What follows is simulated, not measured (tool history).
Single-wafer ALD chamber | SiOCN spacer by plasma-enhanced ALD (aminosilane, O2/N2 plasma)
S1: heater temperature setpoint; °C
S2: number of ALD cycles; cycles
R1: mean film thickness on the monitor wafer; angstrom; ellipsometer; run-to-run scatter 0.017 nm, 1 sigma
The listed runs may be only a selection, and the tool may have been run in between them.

run	hour	S1	S2	R1
1	0.0	400	105	64.180
2	7.4	399	110	67.544
3	15.9	398	114	69.681
4	21.3	398	101	61.800
5	23.9	398	107	65.487
6	30.9	402	107	65.040

Run 7 has not been measured yet. What should we expect?
7	37.4	401	112	?

Run 7 yielded R1 68.297 angstrom.

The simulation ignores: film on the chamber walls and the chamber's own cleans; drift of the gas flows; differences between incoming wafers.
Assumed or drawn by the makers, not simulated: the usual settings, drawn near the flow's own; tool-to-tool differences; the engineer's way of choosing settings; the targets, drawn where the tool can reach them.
